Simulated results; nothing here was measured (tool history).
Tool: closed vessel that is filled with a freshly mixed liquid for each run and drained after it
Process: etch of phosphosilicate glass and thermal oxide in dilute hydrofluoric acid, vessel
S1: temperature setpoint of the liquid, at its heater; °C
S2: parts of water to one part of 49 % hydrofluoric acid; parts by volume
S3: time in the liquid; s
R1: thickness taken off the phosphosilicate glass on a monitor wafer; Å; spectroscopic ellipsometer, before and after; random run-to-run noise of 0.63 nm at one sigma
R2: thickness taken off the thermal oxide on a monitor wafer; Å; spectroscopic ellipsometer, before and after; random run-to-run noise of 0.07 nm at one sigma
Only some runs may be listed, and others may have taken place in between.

| run | hour | S1 | S2 | S3 | R1 | R2 |
|---|---|---|---|---|---|---|
| 1 | 0.0 | 21.0 | 245 | 60 | 376.72 | 7.6223 |
| 2 | 8.8 | 22.5 | 225 | 60 | 429.15 | 10.5420 |
| 3 | 12.4 | 22.5 | 225 | 70 | 498.23 | 10.2410 |
| 4 | 16.5 | 22.5 | 290 | 70 | 373.04 | 8.4869 |
| 5 | 21.1 | 22.5 | 250 | 70 | 447.70 | 9.6834 |
| 6 | 27.8 | 23.0 | 230 | 70 | 505.14 | 11.0480 |
| 7 | 33.4 | 23.5 | 215 | 70 | 553.58 | 12.4540 |

For run 8, what comes out?
| 8 | 41.6 | 23.5 | 205 | 70 | ? | ? |

R1: 598.54 Å
R2: 13.2570 Å

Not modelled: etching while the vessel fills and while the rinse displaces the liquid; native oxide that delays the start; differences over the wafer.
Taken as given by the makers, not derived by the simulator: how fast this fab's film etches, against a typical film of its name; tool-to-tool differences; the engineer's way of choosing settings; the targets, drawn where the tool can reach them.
